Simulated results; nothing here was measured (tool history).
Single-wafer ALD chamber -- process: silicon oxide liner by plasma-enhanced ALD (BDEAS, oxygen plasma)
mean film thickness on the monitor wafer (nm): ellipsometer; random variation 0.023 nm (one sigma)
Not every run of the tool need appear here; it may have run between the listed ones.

| run | hour | heater temperature setpoint (K) | number of ALD cycles (cycles) | mean film thickness on the monitor wafer (nm) |
|---|---|---|---|---|
| 1 | 0 | 588.15 | 71 | 6.0791 |
| 2 | 0.9 | 589.15 | 68 | 5.7783 |
| 3 | 5.3 | 590.15 | 66 | 5.5837 |
| 4 | 12.2 | 598.15 | 66 | 5.5776 |
| 5 | 20.3 | 598.15 | 75 | 6.367 |
| 6 | 25.4 | 598.15 | 80 | 6.7443 |
| 7 | 32.3 | 599.15 | 75 | 6.333 |
| 8 | 38.5 | 599.15 | 72 | 6.1024 |

Run 9 has not been measured yet. What should we expect?
| 9 | 42.9 | 599.15 | 69 | ? |

{"run 9": {"mean film thickness on the monitor wafer (nm)": 5.8141}}
